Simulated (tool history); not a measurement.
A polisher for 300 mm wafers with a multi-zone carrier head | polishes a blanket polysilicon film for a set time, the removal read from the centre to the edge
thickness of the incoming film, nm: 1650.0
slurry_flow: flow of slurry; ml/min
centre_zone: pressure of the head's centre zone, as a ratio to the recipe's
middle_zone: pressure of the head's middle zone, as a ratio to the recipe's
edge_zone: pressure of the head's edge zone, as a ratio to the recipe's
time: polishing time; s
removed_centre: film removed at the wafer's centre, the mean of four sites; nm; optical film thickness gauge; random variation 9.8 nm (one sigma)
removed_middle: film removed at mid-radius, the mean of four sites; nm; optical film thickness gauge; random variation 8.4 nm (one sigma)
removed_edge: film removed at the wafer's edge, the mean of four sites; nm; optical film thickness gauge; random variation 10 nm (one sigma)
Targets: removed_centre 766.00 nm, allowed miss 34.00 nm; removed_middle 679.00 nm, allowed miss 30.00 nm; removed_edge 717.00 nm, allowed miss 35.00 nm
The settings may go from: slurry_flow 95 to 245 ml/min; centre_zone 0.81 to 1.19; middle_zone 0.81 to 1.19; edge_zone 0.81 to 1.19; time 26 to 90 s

Run 1, day 0.000: slurry_flow 155 ml/min, centre_zone 1.00, middle_zone 1.00, edge_zone 1.00, time 58 s. Result: removed_centre 577.24 nm, removed_middle 572.50 nm, removed_edge 565.55 nm.
Run 2, day 0.042: slurry_flow 155 ml/min, centre_zone 1.00, middle_zone 1.05, edge_zone 1.00, time 58 s. Result: removed_centre 559.36 nm, removed_middle 593.93 nm, removed_edge 556.01 nm.
Run 3, day 0.150: slurry_flow 160 ml/min, centre_zone 1.01, middle_zone 1.04, edge_zone 1.01, time 59 s. Result: removed_centre 594.71 nm, removed_middle 606.53 nm, removed_edge 562.83 nm.
Run 4, day 0.271: slurry_flow 160 ml/min, centre_zone 1.01, middle_zone 1.03, edge_zone 1.02, time 60 s. Result: removed_centre 603.41 nm, removed_middle 606.55 nm, removed_edge 579.31 nm.
Run 5, day 0.504: slurry_flow 160 ml/min, centre_zone 1.01, middle_zone 1.03, edge_zone 1.02, time 67 s. Result: removed_centre 674.59 nm, removed_middle 665.81 nm, removed_edge 653.61 nm.
Run 6, day 0.583: slurry_flow 165 ml/min, centre_zone 1.01, middle_zone 1.02, edge_zone 1.03, time 67 s. Result: removed_centre 672.26 nm, removed_middle 690.66 nm, removed_edge 661.96 nm.
Run 7, day 0.804: slurry_flow 150 ml/min, centre_zone 1.11, middle_zone 0.92, edge_zone 1.11, time 70 s. Result: removed_centre 753.19 nm, removed_middle 648.72 nm, removed_edge 709.13 nm.
Run 8, day 0.829: slurry_flow 155 ml/min, centre_zone 1.11, middle_zone 0.94, edge_zone 1.11, time 70 s. Result: removed_centre 769.53 nm, removed_middle 637.39 nm, removed_edge 720.10 nm.

4 next moves are on the table. One of them brings every result within its allowed miss. Which?
Run A, day 0.854: slurry_flow 125 ml/min, centre_zone 1.09, middle_zone 1.06, edge_zone 1.05, time 75 s. Result: removed_centre ?, removed_middle ?, removed_edge ?.
Run B, day 0.854: slurry_flow 200 ml/min, centre_zone 1.04, middle_zone 0.92, edge_zone 1.03, time 72 s. Result: removed_centre ?, removed_middle ?, removed_edge ?.
Run C, day 0.854: slurry_flow 180 ml/min, centre_zone 1.18, middle_zone 0.85, edge_zone 1.19, time 68 s. Result: removed_centre ?, removed_middle ?, removed_edge ?.
Run D, day 0.854: slurry_flow 155 ml/min, centre_zone 1.17, middle_zone 0.93, edge_zone 1.19, time 67 s. Result: removed_centre ?, removed_middle ?, removed_edge ?.

move  removed_centre  removed_middle  removed_edge
   A          763.45          740.88        725.02
   B          767.62          686.88        734.17
   C          808.46          597.46        738.09
   D          768.12          618.36        713.14
A: takes the result that was furthest off past its target
B: meets every target
C: further off than the last run
D: further off than the last run
The right move is B.
